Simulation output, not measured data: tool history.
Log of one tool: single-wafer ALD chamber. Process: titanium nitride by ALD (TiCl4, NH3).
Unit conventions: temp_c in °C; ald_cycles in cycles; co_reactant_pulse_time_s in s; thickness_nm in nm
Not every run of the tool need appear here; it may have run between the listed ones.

{"run": 1, "hour": 0.0, "temp_c": 415, "ald_cycles": 58, "co_reactant_pulse_time_s": 3.01, "thickness_nm": 1.2881}
{"run": 2, "hour": 8.0, "temp_c": 410, "ald_cycles": 57, "co_reactant_pulse_time_s": 2.5, "thickness_nm": 1.2525}
{"run": 3, "hour": 13.3, "temp_c": 408, "ald_cycles": 56, "co_reactant_pulse_time_s": 2.24, "thickness_nm": 1.2281}
{"run": 4, "hour": 15.8, "temp_c": 407, "ald_cycles": 56, "co_reactant_pulse_time_s": 2.03, "thickness_nm": 1.2206}
{"run": 5, "hour": 16.7, "temp_c": 406, "ald_cycles": 56, "co_reactant_pulse_time_s": 1.91, "thickness_nm": 1.2128}
{"run": 6, "hour": 20.5, "temp_c": 412, "ald_cycles": 56, "co_reactant_pulse_time_s": 1.91, "thickness_nm": 1.2198}
{"run": 7, "hour": 22.4, "temp_c": 412, "ald_cycles": 56, "co_reactant_pulse_time_s": 1.8, "thickness_nm": 1.2186}
{"run": 8, "hour": 29.8, "temp_c": 411, "ald_cycles": 56, "co_reactant_pulse_time_s": 1.7, "thickness_nm": 1.22}
{"run": 9, "hour": 37.3, "temp_c": 410, "ald_cycles": 56, "co_reactant_pulse_time_s": 1.6, "thickness_nm": 1.2249}
{"run": 10, "hour": 45.7, "temp_c": 407, "ald_cycles": 56, "co_reactant_pulse_time_s": 1.52, "thickness_nm": 1.2177}
{"run": 11, "hour": 54.5, "temp_c": 406, "ald_cycles": 56, "co_reactant_pulse_time_s": 1.4, "thickness_nm": 1.2137}

What will run 12 give?
{"run": 12, "hour": 57.3, "temp_c": 405, "ald_cycles": 56, "co_reactant_pulse_time_s": 1.33, "thickness_nm": "?"}

Run 12 yielded thickness_nm 1.2164 nm.

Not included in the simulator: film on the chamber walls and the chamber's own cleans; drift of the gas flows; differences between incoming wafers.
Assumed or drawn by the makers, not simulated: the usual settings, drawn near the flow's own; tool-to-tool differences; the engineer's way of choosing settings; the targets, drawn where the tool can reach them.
